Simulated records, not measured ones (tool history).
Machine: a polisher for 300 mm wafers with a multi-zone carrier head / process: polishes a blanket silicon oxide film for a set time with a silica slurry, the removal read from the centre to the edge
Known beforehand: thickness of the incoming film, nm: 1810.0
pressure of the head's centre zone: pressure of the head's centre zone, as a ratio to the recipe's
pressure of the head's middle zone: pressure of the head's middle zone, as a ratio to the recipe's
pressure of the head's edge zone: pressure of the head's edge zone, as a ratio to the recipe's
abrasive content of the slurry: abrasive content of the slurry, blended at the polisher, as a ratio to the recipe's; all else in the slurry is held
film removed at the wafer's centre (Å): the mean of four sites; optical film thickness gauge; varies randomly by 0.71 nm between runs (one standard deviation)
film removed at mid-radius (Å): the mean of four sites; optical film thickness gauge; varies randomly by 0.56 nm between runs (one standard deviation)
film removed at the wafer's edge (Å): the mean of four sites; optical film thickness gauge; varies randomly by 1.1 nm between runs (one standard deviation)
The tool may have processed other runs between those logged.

run  hour  flow of slurry (ml/min)  pressure of the head's centre zone  pressure of the head's middle zone  pressure of the head's edge zone  abrasive content of the slurry  polishing time (s)  film removed at the wafer's centre (Å)  film removed at mid-radius (Å)  film removed at the wafer's edge (Å)
  1   0.0                      295                                1.00                                1.00                              1.00                            1.00                  54                                  1922.3                         1918.60                               1980.80
  2   3.5                      290                                0.96                                0.99                              0.96                            0.85                  47                                  1511.9                         1559.30                               1563.10
  3   9.2                      230                                0.96                                0.99                              0.96                            0.85                  47                                  1463.1                         1524.10                               1536.00
  4  18.1                      230                                0.96                                0.99                              1.02                            0.85                  47                                  1459.0                         1514.50                               1602.80
  5  25.0                      225                                0.93                                0.97                              0.98                            0.75                  43                                  1242.7                         1294.10                               1353.70
  6  31.3                      225                                0.93                                0.97                              0.98                            0.55                  43                                  1099.2                         1139.10                               1197.50

Estimate the outcome of run 7 from the log above:
  7  38.2                      225                                0.84                                0.94                              0.88                            0.50                  30                                       ?                               ?                                     ?

film removed at the wafer's centre (Å): 656.4
film removed at mid-radius (Å): 749.97
film removed at the wafer's edge (Å): 745.35
